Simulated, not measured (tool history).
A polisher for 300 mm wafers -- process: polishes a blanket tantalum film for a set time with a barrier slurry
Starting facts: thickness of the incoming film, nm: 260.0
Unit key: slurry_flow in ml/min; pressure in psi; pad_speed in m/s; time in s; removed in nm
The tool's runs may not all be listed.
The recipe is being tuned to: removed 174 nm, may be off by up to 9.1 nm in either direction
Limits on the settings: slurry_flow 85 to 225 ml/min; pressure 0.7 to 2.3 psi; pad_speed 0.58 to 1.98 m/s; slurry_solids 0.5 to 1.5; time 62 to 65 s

run 1 hour=0 | slurry_flow=145 pressure=1.5 pad_speed=1.28 slurry_solids=1 time=62 | removed=102.61
run 2 hour=4.2 | slurry_flow=145 pressure=1.7 pad_speed=1.3 slurry_solids=1 time=62 | removed=115.02
run 3 hour=6.6 | slurry_flow=145 pressure=1.8 pad_speed=1.32 slurry_solids=1 time=62 | removed=122.16
run 4 hour=7.8 | slurry_flow=145 pressure=1.9 pad_speed=1.34 slurry_solids=1 time=62 | removed=132.73
run 5 hour=12.6 | slurry_flow=145 pressure=1.9 pad_speed=1.34 slurry_solids=0.85 time=62 | removed=125.51
run 6 hour=17.5 | slurry_flow=145 pressure=2 pad_speed=1.36 slurry_solids=0.85 time=62 | removed=131.79
run 7 hour=20.9 | slurry_flow=145 pressure=2.1 pad_speed=1.4 slurry_solids=0.85 time=62 | removed=141.14
run 8 hour=21.9 | slurry_flow=145 pressure=2.1 pad_speed=1.44 slurry_solids=0.85 time=62 | removed=145.37
run 9 hour=28.1 | slurry_flow=145 pressure=2.1 pad_speed=1.46 slurry_solids=0.85 time=62 | removed=148.89
run 10 hour=34 | slurry_flow=145 pressure=2.1 pad_speed=1.48 slurry_solids=0.85 time=62 | removed=144.54
run 11 hour=36.8 | slurry_flow=145 pressure=2.1 pad_speed=1.52 slurry_solids=0.85 time=62 | removed=154.69
run 12 hour=42.6 | slurry_flow=145 pressure=2.2 pad_speed=1.54 slurry_solids=0.85 time=62 | removed=161.06

4 candidate next runs follow, results not yet known. Just one meets every target within its allowed miss. Identify it.
run A hour=48.4 | slurry_flow=125 pressure=2.2 pad_speed=1.62 slurry_solids=0.85 time=65 | removed=?
run B hour=48.4 | slurry_flow=155 pressure=2.3 pad_speed=1.46 slurry_solids=0.85 time=62 | removed=?
run C hour=48.4 | slurry_flow=150 pressure=2 pad_speed=1.56 slurry_solids=0.85 time=62 | removed=?
run D hour=48.4 | slurry_flow=105 pressure=2.1 pad_speed=1.92 slurry_solids=0.9 time=65 | removed=?

move=A removed=174.59
move=B removed=160.87
move=C removed=149.13
move=D removed=198.92
A: in spec on every target
B: no better and no worse than the last run
C: misses by more than the last run did
D: takes the biggest miss from the last run beyond its target
Correct choice: A, which meets every target

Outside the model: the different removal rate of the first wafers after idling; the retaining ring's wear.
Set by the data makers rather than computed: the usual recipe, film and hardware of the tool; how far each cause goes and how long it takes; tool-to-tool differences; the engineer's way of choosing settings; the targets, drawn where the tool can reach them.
